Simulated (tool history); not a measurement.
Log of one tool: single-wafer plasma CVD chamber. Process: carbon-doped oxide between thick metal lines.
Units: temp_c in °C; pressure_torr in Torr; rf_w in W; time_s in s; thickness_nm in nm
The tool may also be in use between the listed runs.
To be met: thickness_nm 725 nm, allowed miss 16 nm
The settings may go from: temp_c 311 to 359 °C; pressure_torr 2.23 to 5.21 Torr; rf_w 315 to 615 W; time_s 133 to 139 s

run 1 hour=0 | temp_c=335 pressure_torr=3.72 rf_w=465 time_s=139 | thickness_nm=636.08
run 2 hour=1.1 | temp_c=335 pressure_torr=3.72 rf_w=430 time_s=139 | thickness_nm=589.8
run 3 hour=8.3 | temp_c=335 pressure_torr=3.72 rf_w=405 time_s=139 | thickness_nm=552.07
run 4 hour=10.6 | temp_c=335 pressure_torr=3.72 rf_w=445 time_s=139 | thickness_nm=611.59
run 5 hour=16 | temp_c=333 pressure_torr=3.88 rf_w=455 time_s=139 | thickness_nm=630.41
-- hour=17.5 thermocouple changed; heater temperature recalibrated
run 6 hour=17.5 | temp_c=333 pressure_torr=3.88 rf_w=430 time_s=139 | thickness_nm=602.11
run 7 hour=22.7 | temp_c=322 pressure_torr=4.62 rf_w=505 time_s=139 | thickness_nm=748.58
run 8 hour=24.4 | temp_c=323 pressure_torr=4.58 rf_w=505 time_s=139 | thickness_nm=742.89

Which of these 5 next moves meets every target?
run A hour=26.1 | temp_c=321 pressure_torr=4.28 rf_w=535 time_s=136 | thickness_nm=?
run B hour=26.1 | temp_c=320 pressure_torr=4.97 rf_w=520 time_s=139 | thickness_nm=?
run C hour=26.1 | temp_c=325 pressure_torr=4.38 rf_w=545 time_s=139 | thickness_nm=?
run D hour=26.1 | temp_c=332 pressure_torr=4.85 rf_w=500 time_s=139 | thickness_nm=?
run E hour=26.1 | temp_c=312 pressure_torr=5.06 rf_w=510 time_s=133 | thickness_nm=?

move=A thickness_nm=758.91
move=B thickness_nm=782.59
move=C thickness_nm=777.67
move=D thickness_nm=721.04
move=E thickness_nm=765.74
A: further off than the last run
B: further off than the last run
C: further off than the last run
D: meets every target
E: further off than the last run
The right move is D.

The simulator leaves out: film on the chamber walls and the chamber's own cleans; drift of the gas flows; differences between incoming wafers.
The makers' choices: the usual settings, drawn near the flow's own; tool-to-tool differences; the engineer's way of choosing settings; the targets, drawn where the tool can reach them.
